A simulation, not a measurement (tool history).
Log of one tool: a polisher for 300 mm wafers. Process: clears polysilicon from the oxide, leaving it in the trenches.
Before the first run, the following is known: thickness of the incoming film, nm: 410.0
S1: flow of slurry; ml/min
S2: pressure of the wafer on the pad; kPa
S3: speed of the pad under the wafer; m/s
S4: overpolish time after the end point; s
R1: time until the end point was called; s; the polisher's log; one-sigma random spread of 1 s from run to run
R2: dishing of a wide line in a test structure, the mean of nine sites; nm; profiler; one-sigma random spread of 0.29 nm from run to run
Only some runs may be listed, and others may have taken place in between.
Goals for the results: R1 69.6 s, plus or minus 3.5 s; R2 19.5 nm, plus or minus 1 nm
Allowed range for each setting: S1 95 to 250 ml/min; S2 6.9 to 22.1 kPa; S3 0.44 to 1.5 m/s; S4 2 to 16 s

| run | hour | S1 | S2 | S3 | S4 | R1 | R2 |
|---|---|---|---|---|---|---|---|
| 1 | 0 | 160 | 14.5 | 0.96 | 8 | 51.505 | 39.161 |
| 2 | 2.6 | 160 | 14.5 | 1.1 | 8 | 46.224 | 41.79 |
| 3 | 8.4 | 170 | 13.1 | 1.04 | 6 | 51.569 | 33.021 |
| 4 | 13.7 | 175 | 11.7 | 1.04 | 5 | 56.881 | 27.176 |
| 5 | 15.4 | 175 | 11.7 | 1.04 | 3 | 56.841 | 18.875 |
| 6 | 19 | 170 | 11 | 1.04 | 3 | 58.632 | 17.603 |
|  | 22.2 | worn pad replaced by a new one |
| 7 | 22.2 | 175 | 10.3 | 1.02 | 3 | 59.253 | 17.912 |
| 8 | 23.7 | 175 | 9.7 | 1 | 3 | 62.125 | 16.498 |
| 9 | 31.7 | 160 | 8.3 | 0.96 | 7 | 72.067 | 29.097 |
| 10 | 34.5 | 160 | 8.3 | 0.96 | 6 | 72.596 | 26.018 |
| 11 | 39.1 | 165 | 9 | 0.94 | 5 | 71.321 | 22.77 |
| 12 | 40.9 | 175 | 10.3 | 0.9 | 3 | 67.299 | 16.706 |

Which single option among these 5 for the next run brings every result within its allowed miss of target? Just one does.
| A | 42.7 | 180 | 9.7 | 0.9 | 3 | ? | ? |
| B | 42.7 | 120 | 10.3 | 0.9 | 5 | ? | ? |
| C | 42.7 | 195 | 11 | 0.88 | 4 | ? | ? |
| D | 42.7 | 190 | 11.7 | 0.78 | 3 | ? | ? |
| E | 42.7 | 175 | 11 | 0.82 | 4 | ? | ? |

| move | R1 | R2 |
|---|---|---|
| A | 69.373 | 15.597 |
| B | 71.083 | 23.212 |
| C | 63.46 | 21.299 |
| D | 68.328 | 15.8 |
| E | 69.025 | 19.909 |
A: moves away from the targets compared with the last run
B: carries the result that was furthest off beyond its target, to the other side
C: carries the result that was furthest off beyond its target, to the other side
D: moves away from the targets compared with the last run
E: in spec on every target
So the answer is move E, the one that meets all the targets.
